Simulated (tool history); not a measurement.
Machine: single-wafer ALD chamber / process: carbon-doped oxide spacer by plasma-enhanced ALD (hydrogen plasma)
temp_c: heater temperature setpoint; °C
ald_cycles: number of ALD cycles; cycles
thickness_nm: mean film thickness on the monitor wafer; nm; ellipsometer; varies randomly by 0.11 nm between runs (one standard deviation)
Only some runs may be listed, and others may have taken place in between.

| run | hour | temp_c | ald_cycles | thickness_nm |
|---|---|---|---|---|
| 1 | 0 | 420 | 553 | 26.288 |
| 2 | 1 | 424 | 553 | 25.686 |
| 3 | 6.1 | 424 | 582 | 27.027 |
| 4 | 12.1 | 424 | 537 | 24.983 |
| 5 | 14.7 | 419 | 548 | 25.982 |
| 6 | 20 | 416 | 559 | 26.842 |
| 7 | 26.7 | 413 | 567 | 27.622 |
| 8 | 32.4 | 410 | 571 | 28.023 |
| 9 | 36.9 | 408 | 576 | 28.375 |
| 10 | 42 | 406 | 580 | 28.812 |

The next listed run, before its measurement:
| 11 | 45.9 | 405 | 583 | ? |

thickness_nm: 29.134 nm

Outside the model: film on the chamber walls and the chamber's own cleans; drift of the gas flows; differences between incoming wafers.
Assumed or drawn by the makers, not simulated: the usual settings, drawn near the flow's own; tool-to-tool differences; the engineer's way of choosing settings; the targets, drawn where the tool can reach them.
